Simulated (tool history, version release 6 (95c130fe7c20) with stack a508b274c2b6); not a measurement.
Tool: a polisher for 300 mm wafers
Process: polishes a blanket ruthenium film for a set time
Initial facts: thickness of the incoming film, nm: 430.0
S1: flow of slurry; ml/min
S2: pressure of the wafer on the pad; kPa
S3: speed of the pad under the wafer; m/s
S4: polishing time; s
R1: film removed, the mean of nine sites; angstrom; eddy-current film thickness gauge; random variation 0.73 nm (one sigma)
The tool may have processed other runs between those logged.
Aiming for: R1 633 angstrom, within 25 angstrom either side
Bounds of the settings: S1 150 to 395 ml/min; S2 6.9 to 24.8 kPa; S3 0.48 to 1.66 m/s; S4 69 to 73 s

| run | day | S1 | S2 | S3 | S4 | R1 |
|---|---|---|---|---|---|---|
| 1 | 0 | 250 | 15.9 | 1.06 | 69 | 816.91 |
| 2 | 0.321 | 195 | 15.9 | 1.06 | 69 | 785.29 |
| 3 | 0.679 | 195 | 15.2 | 1.06 | 69 | 763.58 |
| 4 | 0.979 | 195 | 15.2 | 1.06 | 73 | 808.17 |
| 5 | 1.35 | 195 | 17.2 | 1.06 | 73 | 913.02 |
| 6 | 1.529 | 195 | 15.9 | 1.06 | 73 | 845.13 |
| 7 | 1.662 | 195 | 15.2 | 1.06 | 73 | 806.67 |
| 8 | 1.8 | 195 | 14.5 | 1.06 | 73 | 777.08 |
| 9 | 1.829 | 195 | 11 | 1.04 | 73 | 578.76 |

Next run, 4 choices. One meets every target within its allowed miss, the rest don't. Which?
| A | 1.858 | 150 | 11 | 1.12 | 72 | ? |
| B | 1.858 | 215 | 14.5 | 0.9 | 70 | ? |
| C | 1.858 | 215 | 9.7 | 1.12 | 71 | ? |
| D | 1.858 | 220 | 10.3 | 0.94 | 73 | ? |

| move | R1 |
|---|---|
| A | 589.92 |
| B | 636.66 |
| C | 540.75 |
| D | 502.58 |
A: nearer the targets than the last run, but a result is still out of spec
B: every result within its allowed miss
C: misses by more than the last run did
D: misses by more than the last run did
The move that meets every target is B.
